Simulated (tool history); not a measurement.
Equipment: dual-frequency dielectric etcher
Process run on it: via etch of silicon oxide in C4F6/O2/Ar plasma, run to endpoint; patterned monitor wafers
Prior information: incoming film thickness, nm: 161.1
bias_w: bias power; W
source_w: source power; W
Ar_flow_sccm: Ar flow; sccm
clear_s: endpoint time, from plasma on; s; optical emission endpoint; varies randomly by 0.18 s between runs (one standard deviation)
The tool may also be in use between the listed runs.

run,hour,bias_w,source_w,Ar_flow_sccm,clear_s
1,0,624,240,263,38.079
2,1.2,624,240,295,38.575
3,3.9,571,240,295,39.659
4,11.6,628,240,294,38.62
5,13.6,628,240,325,39.019
6,22.3,678,240,324,37.981
7,23.6,716,240,323,37.652
8,25.3,751,240,322,36.572

Expected results for the next run?
9,30.3,771,240,322,?

Run 9 yielded clear_s 36.553 s.

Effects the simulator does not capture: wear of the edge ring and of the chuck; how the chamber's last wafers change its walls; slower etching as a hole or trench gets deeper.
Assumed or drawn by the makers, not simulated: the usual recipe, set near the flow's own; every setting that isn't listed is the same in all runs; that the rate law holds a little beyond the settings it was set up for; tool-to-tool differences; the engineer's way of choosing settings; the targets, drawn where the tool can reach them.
